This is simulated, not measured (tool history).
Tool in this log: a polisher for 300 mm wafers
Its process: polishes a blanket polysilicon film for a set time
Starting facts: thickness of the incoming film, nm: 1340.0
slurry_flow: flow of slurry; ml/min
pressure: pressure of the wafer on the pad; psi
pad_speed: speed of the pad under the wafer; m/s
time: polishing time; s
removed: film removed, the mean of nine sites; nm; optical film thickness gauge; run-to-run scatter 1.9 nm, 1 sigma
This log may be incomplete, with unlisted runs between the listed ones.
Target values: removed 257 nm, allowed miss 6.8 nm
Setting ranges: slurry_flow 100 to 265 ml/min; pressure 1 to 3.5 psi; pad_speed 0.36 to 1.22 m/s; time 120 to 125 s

Run 1, hour 0: slurry_flow 170 ml/min, pressure 2.2 psi, pad_speed 0.78 m/s, time 120 s. Result: removed 538.6 nm.
Run 2, hour 8.2: slurry_flow 165 ml/min, pressure 2 psi, pad_speed 0.76 m/s, time 120 s. Result: removed 477.59 nm.
Run 3, hour 9.6: slurry_flow 160 ml/min, pressure 1.8 psi, pad_speed 0.74 m/s, time 120 s. Result: removed 419.5 nm.
Run 4, hour 15.4: slurry_flow 155 ml/min, pressure 1.7 psi, pad_speed 0.72 m/s, time 120 s. Result: removed 387.92 nm.
Run 5, hour 19.9: slurry_flow 150 ml/min, pressure 1.6 psi, pad_speed 0.72 m/s, time 120 s. Result: removed 366.05 nm.
Run 6, hour 27.5: slurry_flow 135 ml/min, pressure 1.6 psi, pad_speed 0.72 m/s, time 120 s. Result: removed 353.65 nm.
Run 7, hour 36.1: slurry_flow 130 ml/min, pressure 1.5 psi, pad_speed 0.72 m/s, time 120 s. Result: removed 331.45 nm.
Run 8, hour 40.3: slurry_flow 110 ml/min, pressure 1 psi, pad_speed 0.72 m/s, time 120 s. Result: removed 218.4 nm.

Consider the 5 candidate settings below. Which is the only one whose results all fall within their allowed miss of target?
Run A, hour 44.5: slurry_flow 120 ml/min, pressure 1.3 psi, pad_speed 0.66 m/s, time 124 s. Result: removed ?.
Run B, hour 44.5: slurry_flow 125 ml/min, pressure 1.2 psi, pad_speed 0.64 m/s, time 120 s. Result: removed ?.
Run C, hour 44.5: slurry_flow 115 ml/min, pressure 1.2 psi, pad_speed 0.64 m/s, time 123 s. Result: removed ?.
Run D, hour 44.5: slurry_flow 100 ml/min, pressure 1 psi, pad_speed 0.82 m/s, time 125 s. Result: removed ?.
Run E, hour 44.5: slurry_flow 100 ml/min, pressure 1 psi, pad_speed 0.82 m/s, time 120 s. Result: removed ?.

move  removed
   A   274.58
   B   241.46
   C   244.17
   D   253.17
   E   243.04
A: takes the biggest miss from the last run beyond its target
B: gains on the last run, yet a result remains outside its allowed miss
C: gains on the last run, yet a result remains outside its allowed miss
D: all results in spec
E: gains on the last run, yet a result remains outside its allowed miss
Move D is the one to make.
